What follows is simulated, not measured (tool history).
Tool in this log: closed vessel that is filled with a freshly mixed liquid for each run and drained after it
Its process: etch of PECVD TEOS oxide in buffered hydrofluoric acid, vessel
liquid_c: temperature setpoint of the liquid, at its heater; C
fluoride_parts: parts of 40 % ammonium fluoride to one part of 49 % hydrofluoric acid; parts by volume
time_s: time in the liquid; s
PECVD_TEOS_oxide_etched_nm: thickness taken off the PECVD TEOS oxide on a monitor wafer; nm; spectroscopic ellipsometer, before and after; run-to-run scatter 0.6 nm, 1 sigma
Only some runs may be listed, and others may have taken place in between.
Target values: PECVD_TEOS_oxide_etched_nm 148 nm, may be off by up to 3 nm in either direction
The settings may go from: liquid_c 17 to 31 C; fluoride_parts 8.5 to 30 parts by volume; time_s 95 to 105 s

run 1 hour=0 | liquid_c=23 fluoride_parts=23.5 time_s=95 | PECVD_TEOS_oxide_etched_nm=62.488
run 2 hour=1.4 | liquid_c=19.5 fluoride_parts=23.5 time_s=95 | PECVD_TEOS_oxide_etched_nm=51.66
run 3 hour=4.8 | liquid_c=19.5 fluoride_parts=23.5 time_s=95 | PECVD_TEOS_oxide_etched_nm=51.214
run 4 hour=7.9 | liquid_c=19.5 fluoride_parts=18 time_s=95 | PECVD_TEOS_oxide_etched_nm=63.73
run 5 hour=14.2 | liquid_c=23.5 fluoride_parts=16 time_s=95 | PECVD_TEOS_oxide_etched_nm=89.901
run 6 hour=22.5 | liquid_c=26 fluoride_parts=15.5 time_s=95 | PECVD_TEOS_oxide_etched_nm=105.19
run 7 hour=23.6 | liquid_c=27.5 fluoride_parts=15 time_s=95 | PECVD_TEOS_oxide_etched_nm=118.06
run 8 hour=26.3 | liquid_c=28.5 fluoride_parts=15 time_s=95 | PECVD_TEOS_oxide_etched_nm=124.95
run 9 hour=32.3 | liquid_c=31 fluoride_parts=13.5 time_s=95 | PECVD_TEOS_oxide_etched_nm=157.75

Next run, 5 choices. One meets every target within its allowed miss, the rest don't. Which?
run A hour=38.3 | liquid_c=30 fluoride_parts=13 time_s=95 | PECVD_TEOS_oxide_etched_nm=?
run B hour=38.3 | liquid_c=27 fluoride_parts=11.5 time_s=100 | PECVD_TEOS_oxide_etched_nm=?
run C hour=38.3 | liquid_c=30 fluoride_parts=12.5 time_s=95 | PECVD_TEOS_oxide_etched_nm=?
run D hour=38.3 | liquid_c=30.5 fluoride_parts=13.5 time_s=95 | PECVD_TEOS_oxide_etched_nm=?
run E hour=38.3 | liquid_c=30 fluoride_parts=14.5 time_s=100 | PECVD_TEOS_oxide_etched_nm=?

move=A PECVD_TEOS_oxide_etched_nm=155.41
move=B PECVD_TEOS_oxide_etched_nm=157.29
move=C PECVD_TEOS_oxide_etched_nm=161.48
move=D PECVD_TEOS_oxide_etched_nm=153.76
move=E PECVD_TEOS_oxide_etched_nm=147.01
A: closes in on the targets versus the last run, not all within tolerance yet
B: as far off as the last run
C: misses by more than the last run did
D: closes in on the targets versus the last run, not all within tolerance yet
E: all results in spec
Move E is the one to make.
